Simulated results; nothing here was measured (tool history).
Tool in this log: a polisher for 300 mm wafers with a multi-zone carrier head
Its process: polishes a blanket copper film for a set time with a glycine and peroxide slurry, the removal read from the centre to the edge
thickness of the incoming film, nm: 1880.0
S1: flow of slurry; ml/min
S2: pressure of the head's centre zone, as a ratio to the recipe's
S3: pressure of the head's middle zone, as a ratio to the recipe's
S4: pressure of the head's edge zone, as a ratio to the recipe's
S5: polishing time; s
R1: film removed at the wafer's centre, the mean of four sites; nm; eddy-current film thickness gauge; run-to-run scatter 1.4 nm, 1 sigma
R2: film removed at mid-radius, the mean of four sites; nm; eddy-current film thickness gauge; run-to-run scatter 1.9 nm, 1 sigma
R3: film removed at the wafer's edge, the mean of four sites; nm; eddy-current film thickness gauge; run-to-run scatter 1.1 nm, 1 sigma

run,hour,S1,S2,S3,S4,S5,R1,R2,R3
1,0,275,1,1,1,32,94.702,99.232,91.414
2,4.4,285,1.04,1,1.04,35,107.66,108.24,104.07
3,10.2,300,1.08,1.01,1.05,37,121.87,118.32,111.27
4,15.6,300,1.08,1.01,1.01,37,118.13,119.35,107.44
5,22.6,300,1.04,1.01,1.01,37,116.37,116.96,108.42
6,23.5,265,1.04,1.01,1.01,37,111.7,116.34,108.27
7,31.4,285,1.07,1.01,1.04,39,122.86,121.08,116.12
8,32.7,305,1.09,1.02,1.07,40,130.12,127.34,119.16
# hour 38.8: worn pad replaced by a new one
9,38.8,305,1.11,1.01,1.08,42,149.3,143.47,137.14
10,44,315,1.12,1,1.09,42,151.79,142.37,137.44
11,47,330,1.12,1,1.1,42,150.93,141.78,135.98
12,49.4,335,1.13,1,1.11,42,153.46,140.29,139.87

What will run 13 give?
13,56.2,340,1.14,1.01,1.12,42,?,?,?

{"run 13": {"R1": 153.75, "R2": 144.43, "R3": 138.69}}
